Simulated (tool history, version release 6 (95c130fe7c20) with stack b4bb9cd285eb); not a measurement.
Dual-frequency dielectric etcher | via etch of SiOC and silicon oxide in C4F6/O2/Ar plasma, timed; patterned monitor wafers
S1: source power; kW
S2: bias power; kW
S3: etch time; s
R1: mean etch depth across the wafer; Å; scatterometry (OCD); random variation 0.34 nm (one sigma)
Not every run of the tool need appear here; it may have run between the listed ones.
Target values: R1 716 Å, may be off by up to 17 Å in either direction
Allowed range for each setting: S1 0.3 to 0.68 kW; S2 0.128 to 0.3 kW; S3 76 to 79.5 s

Run 1, hour 0: S1 0.49 kW, S2 0.214 kW, S3 76 s. Result: R1 987.21 Å.
Run 2, hour 8.7: S1 0.49 kW, S2 0.214 kW, S3 79.5 s. Result: R1 1032.9 Å.
Run 3, hour 11.1: S1 0.43 kW, S2 0.186 kW, S3 78.5 s. Result: R1 901.38 Å.
Run 4, hour 18.3: S1 0.43 kW, S2 0.186 kW, S3 79.5 s. Result: R1 910.18 Å.
Run 5, hour 22.6: S1 0.43 kW, S2 0.203 kW, S3 79.5 s. Result: R1 953.97 Å.
Run 6, hour 30.7: S1 0.39 kW, S2 0.181 kW, S3 79 s. Result: R1 860.56 Å.
Run 7, hour 39.3: S1 0.36 kW, S2 0.168 kW, S3 78.5 s. Result: R1 800.9 Å.
Run 8, hour 45.9: S1 0.3 kW, S2 0.139 kW, S3 77.5 s. Result: R1 673.73 Å.
Run 9, hour 47.8: S1 0.3 kW, S2 0.139 kW, S3 77.5 s. Result: R1 668.22 Å.
Run 10, hour 56.6: S1 0.32 kW, S2 0.14 kW, S3 77.5 s. Result: R1 682.75 Å.
Run 11, hour 63.9: S1 0.33 kW, S2 0.141 kW, S3 77.5 s. Result: R1 696.53 Å.

Which single option among these 5 for the next run brings every result within its allowed miss of target? Just one does.
Run A, hour 71.2: S1 0.36 kW, S2 0.13 kW, S3 77 s. Result: R1 ?.
Run B, hour 71.2: S1 0.31 kW, S2 0.131 kW, S3 78 s. Result: R1 ?.
Run C, hour 71.2: S1 0.31 kW, S2 0.139 kW, S3 76 s. Result: R1 ?.
Run D, hour 71.2: S1 0.31 kW, S2 0.134 kW, S3 78.5 s. Result: R1 ?.
Run E, hour 71.2: S1 0.34 kW, S2 0.137 kW, S3 79.5 s. Result: R1 ?.

move      R1
   A  673.01
   B  649.41
   C  656.15
   D   662.8
   E  702.93
A: moves away from the targets compared with the last run
B: moves away from the targets compared with the last run
C: moves away from the targets compared with the last run
D: moves away from the targets compared with the last run
E: every result lands within tolerance
So the answer is move E, the one that meets all the targets.

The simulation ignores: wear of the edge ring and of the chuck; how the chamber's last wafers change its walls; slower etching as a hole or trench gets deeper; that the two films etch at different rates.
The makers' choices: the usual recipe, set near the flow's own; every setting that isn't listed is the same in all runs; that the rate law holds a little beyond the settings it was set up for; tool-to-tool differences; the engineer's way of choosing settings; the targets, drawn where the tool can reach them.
